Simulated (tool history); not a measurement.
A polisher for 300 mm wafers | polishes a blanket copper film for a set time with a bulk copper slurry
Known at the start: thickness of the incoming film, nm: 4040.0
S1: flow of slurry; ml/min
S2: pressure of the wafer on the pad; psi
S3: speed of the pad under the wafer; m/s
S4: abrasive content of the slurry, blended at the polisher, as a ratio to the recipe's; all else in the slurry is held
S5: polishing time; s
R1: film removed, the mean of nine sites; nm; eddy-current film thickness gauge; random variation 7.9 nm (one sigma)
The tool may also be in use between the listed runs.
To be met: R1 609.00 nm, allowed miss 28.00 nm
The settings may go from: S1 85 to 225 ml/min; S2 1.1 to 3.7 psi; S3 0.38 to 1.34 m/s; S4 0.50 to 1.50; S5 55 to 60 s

{"run": 1, "day": 0.0, "S1": 145, "S2": 2.4, "S3": 0.86, "S4": 1.0, "S5": 60, "R1": 409.94}
{"run": 2, "day": 0.221, "S1": 145, "S2": 2.4, "S3": 0.86, "S4": 1.0, "S5": 60, "R1": 414.36}
{"run": 3, "day": 0.5, "S1": 145, "S2": 2.6, "S3": 0.86, "S4": 1.0, "S5": 60, "R1": 438.87}
{"run": 4, "day": 0.679, "S1": 145, "S2": 2.8, "S3": 0.86, "S4": 1.0, "S5": 60, "R1": 468.81}
{"run": 5, "day": 0.954, "S1": 145, "S2": 3.0, "S3": 0.86, "S4": 1.0, "S5": 60, "R1": 506.25}
{"run": 6, "day": 1.188, "S1": 160, "S2": 3.0, "S3": 0.86, "S4": 1.0, "S5": 60, "R1": 521.16}
{"run": 7, "day": 1.558, "S1": 165, "S2": 3.1, "S3": 0.86, "S4": 1.0, "S5": 60, "R1": 522.66}
{"run": 8, "day": 1.917, "S1": 165, "S2": 3.1, "S3": 0.86, "S4": 1.0, "S5": 60, "R1": 539.99}
{"run": 9, "day": 2.171, "S1": 165, "S2": 3.2, "S3": 0.86, "S4": 1.0, "S5": 60, "R1": 543.21}
{"run": 10, "day": 2.267, "S1": 165, "S2": 3.3, "S3": 0.86, "S4": 1.0, "S5": 60, "R1": 565.47}

Which of these 5 next moves meets every target?
{"run": "A", "day": 2.362, "S1": 125, "S2": 3.1, "S3": 1.02, "S4": 1.0, "S5": 60, "R1": "?"}
{"run": "B", "day": 2.362, "S1": 165, "S2": 3.4, "S3": 0.88, "S4": 0.9, "S5": 55, "R1": "?"}
{"run": "C", "day": 2.362, "S1": 190, "S2": 3.3, "S3": 0.78, "S4": 1.05, "S5": 60, "R1": "?"}
{"run": "D", "day": 2.362, "S1": 155, "S2": 3.4, "S3": 0.76, "S4": 1.0, "S5": 60, "R1": "?"}
{"run": "E", "day": 2.362, "S1": 180, "S2": 2.7, "S3": 0.96, "S4": 0.75, "S5": 60, "R1": "?"}

move=A R1=602.05
move=B R1=541.49
move=C R1=538.48
move=D R1=517.77
move=E R1=502.33
A: meets every target
B: further off than the last run
C: further off than the last run
D: further off than the last run
E: further off than the last run
Answer: A

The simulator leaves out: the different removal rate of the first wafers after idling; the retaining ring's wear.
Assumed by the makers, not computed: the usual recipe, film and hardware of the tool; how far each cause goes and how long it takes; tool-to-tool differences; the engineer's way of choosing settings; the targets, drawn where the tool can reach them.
